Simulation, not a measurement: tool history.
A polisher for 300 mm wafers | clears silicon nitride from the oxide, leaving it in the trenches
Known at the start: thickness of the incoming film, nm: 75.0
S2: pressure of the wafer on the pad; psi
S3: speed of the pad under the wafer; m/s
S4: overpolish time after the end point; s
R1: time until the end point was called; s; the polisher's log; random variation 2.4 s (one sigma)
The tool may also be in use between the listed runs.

{"run": 1, "day": 0.0, "flow of slurry (ml/min)": 290, "S2": 2.7, "S3": 0.84, "S4": 6, "R1": 105.64}
{"run": 2, "day": 0.179, "flow of slurry (ml/min)": 290, "S2": 2.7, "S3": 0.94, "S4": 6, "R1": 97.864}
{"run": 3, "day": 0.492, "flow of slurry (ml/min)": 290, "S2": 2.7, "S3": 0.8, "S4": 6, "R1": 112.91}
{"run": 4, "day": 0.746, "flow of slurry (ml/min)": 245, "S2": 2.7, "S3": 0.8, "S4": 6, "R1": 115.21}
{"run": 5, "day": 1.079, "flow of slurry (ml/min)": 240, "S2": 2.3, "S3": 0.78, "S4": 6, "R1": 139.33}
{"run": 6, "day": 1.333, "flow of slurry (ml/min)": 240, "S2": 1.7, "S3": 0.78, "S4": 6, "R1": 185.93}

Run 7 comes next. What will it give?
{"run": 7, "day": 1.596, "flow of slurry (ml/min)": 240, "S2": 1.6, "S3": 0.78, "S4": 6, "R1": "?"}

R1: 197.96 s
